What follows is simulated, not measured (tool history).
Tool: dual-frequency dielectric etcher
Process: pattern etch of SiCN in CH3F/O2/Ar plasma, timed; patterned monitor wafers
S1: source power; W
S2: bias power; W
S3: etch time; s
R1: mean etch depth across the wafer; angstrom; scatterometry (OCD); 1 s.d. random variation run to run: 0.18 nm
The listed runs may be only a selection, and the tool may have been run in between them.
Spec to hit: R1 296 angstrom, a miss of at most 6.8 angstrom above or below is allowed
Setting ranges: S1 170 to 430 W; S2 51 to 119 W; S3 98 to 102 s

| run | day | S1 | S2 | S3 | R1 |
|---|---|---|---|---|---|
| 1 | 0 | 300 | 85 | 98 | 344.9 |
| 2 | 0.233 | 300 | 85 | 102 | 353.25 |
| 3 | 0.412 | 300 | 99 | 102 | 389.98 |
| 4 | 0.525 | 300 | 90 | 102 | 366.61 |
| 5 | 0.733 | 290 | 88 | 102 | 356.48 |
| 6 | 0.8 | 280 | 87 | 102 | 350.51 |
| 7 | 1.083 | 270 | 86 | 102 | 345.97 |
| 8 | 1.25 | 260 | 85 | 102 | 336.62 |
| 9 | 1.612 | 250 | 85 | 102 | 337.32 |
| 10 | 1.792 | 250 | 85 | 102 | 337.31 |
| 11 | 2.133 | 240 | 84 | 102 | 329.85 |

Consider the 4 candidate settings below. Which is the only one whose results all fall within their allowed miss of target?
| A | 2.475 | 230 | 81 | 101 | ? |
| B | 2.475 | 260 | 66 | 98 | ? |
| C | 2.475 | 260 | 76 | 100 | ? |
| D | 2.475 | 280 | 66 | 101 | ? |

| move | R1 |
|---|---|
| A | 315.13 |
| B | 279.78 |
| C | 312.64 |
| D | 295.91 |
A: better than the last run, though not everything is in spec
B: takes the biggest miss from the last run beyond its target
C: better than the last run, though not everything is in spec
D: in spec on every target
The move that meets every target is D.
